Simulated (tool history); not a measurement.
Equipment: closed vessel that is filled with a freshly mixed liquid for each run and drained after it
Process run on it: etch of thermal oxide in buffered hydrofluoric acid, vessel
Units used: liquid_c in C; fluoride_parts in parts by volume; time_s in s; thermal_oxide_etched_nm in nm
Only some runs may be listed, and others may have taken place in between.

{"run": 1, "hour": 0.0, "liquid_c": 22.0, "fluoride_parts": 10.5, "time_s": 100, "thermal_oxide_etched_nm": 96.162}
{"run": 2, "hour": 1.6, "liquid_c": 21.0, "fluoride_parts": 11.0, "time_s": 100, "thermal_oxide_etched_nm": 90.114}
{"run": 3, "hour": 2.2, "liquid_c": 21.0, "fluoride_parts": 11.0, "time_s": 100, "thermal_oxide_etched_nm": 88.343}
{"run": 4, "hour": 6.6, "liquid_c": 21.0, "fluoride_parts": 9.0, "time_s": 100, "thermal_oxide_etched_nm": 101.8}
{"run": 5, "hour": 7.5, "liquid_c": 20.5, "fluoride_parts": 9.5, "time_s": 100, "thermal_oxide_etched_nm": 98.091}
{"run": 6, "hour": 12.2, "liquid_c": 20.0, "fluoride_parts": 10.0, "time_s": 100, "thermal_oxide_etched_nm": 90.756}
{"run": 7, "hour": 16.8, "liquid_c": 19.5, "fluoride_parts": 10.5, "time_s": 100, "thermal_oxide_etched_nm": 85.225}

Estimate the outcome of run 8 from the log above:
{"run": 8, "hour": 25.5, "liquid_c": 19.0, "fluoride_parts": 11.0, "time_s": 100, "thermal_oxide_etched_nm": "?"}

thermal_oxide_etched_nm: 78.718 nm
